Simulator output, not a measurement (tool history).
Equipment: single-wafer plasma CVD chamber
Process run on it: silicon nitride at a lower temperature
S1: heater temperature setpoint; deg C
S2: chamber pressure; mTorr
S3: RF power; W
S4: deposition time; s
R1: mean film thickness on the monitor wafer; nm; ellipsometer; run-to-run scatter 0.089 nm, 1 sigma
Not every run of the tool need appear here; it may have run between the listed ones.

run 1 hour=0.0 | S1=355 S2=1340 S3=365 S4=31.4 | R1=41.262
run 2 hour=1.8 | S1=359 S2=1340 S3=365 S4=31.4 | R1=41.182
run 3 hour=6.6 | S1=359 S2=1240 S3=365 S4=31.4 | R1=39.796
run 4 hour=9.3 | S1=359 S2=1240 S3=340 S4=31.4 | R1=37.387
run 5 hour=12.2 | S1=359 S2=1240 S3=340 S4=29.9 | R1=35.566
run 6 hour=19.9 | S1=360 S2=1130 S3=330 S4=29.9 | R1=33.197
run 7 hour=22.1 | S1=360 S2=1050 S3=325 S4=29.9 | R1=31.567
run 8 hour=29.1 | S1=360 S2=990 S3=325 S4=29.9 | R1=30.677
run 9 hour=35.4 | S1=360 S2=940 S3=325 S4=29.9 | R1=29.482
run 10 hour=36.2 | S1=360 S2=940 S3=325 S4=29.9 | R1=29.425
run 11 hour=36.9 | S1=360 S2=920 S3=325 S4=29.9 | R1=29.052

Run 12 comes next. What will it give?
run 12 hour=40.3 | S1=360 S2=900 S3=325 S4=29.9 | R1=?

Run 12 produced R1 28.445 nm.
